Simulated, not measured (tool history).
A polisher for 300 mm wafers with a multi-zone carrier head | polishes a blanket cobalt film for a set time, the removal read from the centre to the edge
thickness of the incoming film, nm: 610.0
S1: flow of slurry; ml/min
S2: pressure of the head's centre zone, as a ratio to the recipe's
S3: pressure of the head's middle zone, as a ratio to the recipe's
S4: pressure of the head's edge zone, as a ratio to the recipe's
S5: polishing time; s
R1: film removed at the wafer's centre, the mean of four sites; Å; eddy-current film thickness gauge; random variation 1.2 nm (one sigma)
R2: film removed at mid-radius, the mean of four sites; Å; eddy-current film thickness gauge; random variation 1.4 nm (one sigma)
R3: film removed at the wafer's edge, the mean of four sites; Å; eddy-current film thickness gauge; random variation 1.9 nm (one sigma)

run,hour,S1,S2,S3,S4,S5,R1,R2,R3
1,0.0,315,1.00,1.00,1.00,44,1633.8,1651.1,1629.7
2,2.3,335,1.04,0.97,1.00,44,1702.3,1616.6,1618.0
3,9.3,345,1.07,0.94,1.02,44,1746.6,1558.3,1664.5
4,16.7,345,1.07,0.94,1.02,53,2118.3,1893.5,2024.4
5,23.3,345,1.07,0.88,1.02,53,2104.9,1762.3,2047.5
6,29.4,340,1.07,0.87,0.96,51,2027.2,1712.7,1904.5
7,34.4,340,1.07,0.87,0.96,51,2031.9,1687.5,1883.3
8,40.3,330,1.06,0.85,0.92,50,1965.3,1610.9,1803.2
9,45.5,320,1.06,0.84,0.89,50,1965.6,1633.2,1780.5

Run 10 comes next. What will it give?
10,52.6,320,1.07,0.83,0.88,49,?,?,?

{"run 10": {"R1": 1932.0, "R2": 1579.8, "R3": 1737.1}}
